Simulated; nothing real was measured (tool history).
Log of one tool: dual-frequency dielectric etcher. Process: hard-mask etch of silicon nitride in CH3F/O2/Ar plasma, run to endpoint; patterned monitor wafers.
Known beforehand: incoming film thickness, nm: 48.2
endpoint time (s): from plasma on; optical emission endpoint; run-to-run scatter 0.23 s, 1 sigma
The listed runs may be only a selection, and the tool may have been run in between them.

run 1 hour=0 | source_power_(W)=300 bias_power_(W)=76 | endpoint_time_(s)=80.29
run 2 hour=2.8 | source_power_(W)=320 bias_power_(W)=76 | endpoint_time_(s)=78.217
run 3 hour=3.5 | source_power_(W)=320 bias_power_(W)=63 | endpoint_time_(s)=80.389
run 4 hour=11 | source_power_(W)=340 bias_power_(W)=64 | endpoint_time_(s)=78.778
run 5 hour=17.5 | source_power_(W)=300 bias_power_(W)=64 | endpoint_time_(s)=82.887
run 6 hour=24.9 | source_power_(W)=320 bias_power_(W)=65 | endpoint_time_(s)=80.352

What does the tool deliver on the next run?
run 7 hour=28.5 | source_power_(W)=340 bias_power_(W)=66 | endpoint_time_(s)=?

{"run 7": {"endpoint time (s)": 77.721}}
